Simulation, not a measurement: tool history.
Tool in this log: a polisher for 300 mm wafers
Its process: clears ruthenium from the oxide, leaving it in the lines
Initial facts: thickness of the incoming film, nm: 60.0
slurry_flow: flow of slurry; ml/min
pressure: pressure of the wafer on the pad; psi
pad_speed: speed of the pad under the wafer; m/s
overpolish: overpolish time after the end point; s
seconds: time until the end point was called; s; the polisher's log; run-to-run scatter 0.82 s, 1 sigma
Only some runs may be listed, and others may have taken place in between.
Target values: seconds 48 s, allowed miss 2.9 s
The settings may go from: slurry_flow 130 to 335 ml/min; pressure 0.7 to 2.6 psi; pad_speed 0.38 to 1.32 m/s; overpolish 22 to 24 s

Run 1, day 0: slurry_flow 215 ml/min, pressure 1.6 psi, pad_speed 0.84 m/s, overpolish 22 s. Result: seconds 69.711 s.
Run 2, day 0.212: slurry_flow 215 ml/min, pressure 1.6 psi, pad_speed 0.72 m/s, overpolish 22 s. Result: seconds 81.96 s.
Run 3, day 0.446: slurry_flow 215 ml/min, pressure 1.8 psi, pad_speed 0.74 m/s, overpolish 22 s. Result: seconds 71.765 s.
Run 4, day 0.546: slurry_flow 215 ml/min, pressure 1.8 psi, pad_speed 0.74 m/s, overpolish 22 s. Result: seconds 73.492 s.
Run 5, day 0.829: slurry_flow 170 ml/min, pressure 1.8 psi, pad_speed 0.74 m/s, overpolish 22 s. Result: seconds 74.168 s.
Run 6, day 0.908: slurry_flow 170 ml/min, pressure 1.8 psi, pad_speed 0.92 m/s, overpolish 22 s. Result: seconds 60.882 s.
Run 7, day 1.05: slurry_flow 170 ml/min, pressure 1.9 psi, pad_speed 0.92 m/s, overpolish 22 s. Result: seconds 59.21 s.
At day 1.254: slurry nozzle cleaned.
Run 8, day 1.254: slurry_flow 170 ml/min, pressure 2 psi, pad_speed 0.92 m/s, overpolish 22 s. Result: seconds 52.604 s.

Of the 5 settings listed for the next run, only one would bring every result within its allowed miss of target. Which one?
Run A, day 1.458: slurry_flow 195 ml/min, pressure 2.4 psi, pad_speed 0.96 m/s, overpolish 22 s. Result: seconds ?.
Run B, day 1.458: slurry_flow 155 ml/min, pressure 2.3 psi, pad_speed 1.04 m/s, overpolish 22 s. Result: seconds ?.
Run C, day 1.458: slurry_flow 225 ml/min, pressure 1.7 psi, pad_speed 1.12 m/s, overpolish 24 s. Result: seconds ?.
Run D, day 1.458: slurry_flow 205 ml/min, pressure 1.5 psi, pad_speed 1.06 m/s, overpolish 23 s. Result: seconds ?.
Run E, day 1.458: slurry_flow 220 ml/min, pressure 1.7 psi, pad_speed 0.9 m/s, overpolish 24 s. Result: seconds ?.

move  seconds
   A   41.339
   B   41.022
   C   47.553
   D   56.539
   E       59
A: takes the biggest miss from the last run beyond its target
B: takes the biggest miss from the last run beyond its target
C: meets every target
D: further off than the last run
E: further off than the last run
C meets every target.
